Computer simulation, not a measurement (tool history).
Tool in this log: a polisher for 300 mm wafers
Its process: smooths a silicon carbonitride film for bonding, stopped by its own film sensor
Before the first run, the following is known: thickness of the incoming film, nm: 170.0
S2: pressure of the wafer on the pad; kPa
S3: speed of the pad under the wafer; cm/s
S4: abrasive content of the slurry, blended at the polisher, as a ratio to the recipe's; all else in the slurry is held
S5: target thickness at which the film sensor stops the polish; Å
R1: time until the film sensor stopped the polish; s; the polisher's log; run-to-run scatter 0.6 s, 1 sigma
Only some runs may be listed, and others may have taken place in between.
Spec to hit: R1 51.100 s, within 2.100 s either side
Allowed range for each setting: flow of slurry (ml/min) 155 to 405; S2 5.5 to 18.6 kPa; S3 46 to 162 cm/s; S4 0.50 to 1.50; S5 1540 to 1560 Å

{"run": 1, "day": 0.0, "flow of slurry (ml/min)": 260, "S2": 11.7, "S3": 104, "S4": 1.0, "S5": 1540, "R1": 71.837}
{"run": 2, "day": 0.038, "flow of slurry (ml/min)": 260, "S2": 13.8, "S3": 104, "S4": 1.0, "S5": 1540, "R1": 61.677}
{"run": 3, "day": 0.304, "flow of slurry (ml/min)": 260, "S2": 13.8, "S3": 88, "S4": 1.0, "S5": 1540, "R1": 65.665}
{"run": 4, "day": 0.496, "flow of slurry (ml/min)": 260, "S2": 13.8, "S3": 88, "S4": 1.0, "S5": 1560, "R1": 58.01}
{"run": 5, "day": 0.612, "flow of slurry (ml/min)": 260, "S2": 13.8, "S3": 88, "S4": 0.85, "S5": 1560, "R1": 62.257}
{"run": 6, "day": 0.971, "flow of slurry (ml/min)": 260, "S2": 15.2, "S3": 88, "S4": 0.85, "S5": 1560, "R1": 57.476}
{"run": 7, "day": 1.229, "flow of slurry (ml/min)": 260, "S2": 15.9, "S3": 88, "S4": 0.85, "S5": 1560, "R1": 54.865}
{"run": 8, "day": 1.446, "flow of slurry (ml/min)": 260, "S2": 16.5, "S3": 88, "S4": 0.85, "S5": 1560, "R1": 53.793}

Which single option among these 4 for the next run brings every result within its allowed miss of target? Just one does.
{"run": "A", "day": 1.662, "flow of slurry (ml/min)": 205, "S2": 17.9, "S3": 82, "S4": 0.95, "S5": 1540, "R1": "?"}
{"run": "B", "day": 1.662, "flow of slurry (ml/min)": 230, "S2": 15.2, "S3": 90, "S4": 0.9, "S5": 1560, "R1": "?"}
{"run": "C", "day": 1.662, "flow of slurry (ml/min)": 235, "S2": 17.2, "S3": 96, "S4": 0.9, "S5": 1550, "R1": "?"}
{"run": "D", "day": 1.662, "flow of slurry (ml/min)": 220, "S2": 15.9, "S3": 82, "S4": 0.9, "S5": 1560, "R1": "?"}

move=A R1=56.517
move=B R1=55.880
move=C R1=51.655
move=D R1=56.312
A: moves away from the targets compared with the last run
B: moves away from the targets compared with the last run
C: hits every target within its allowed miss
D: moves away from the targets compared with the last run
The right move is C.
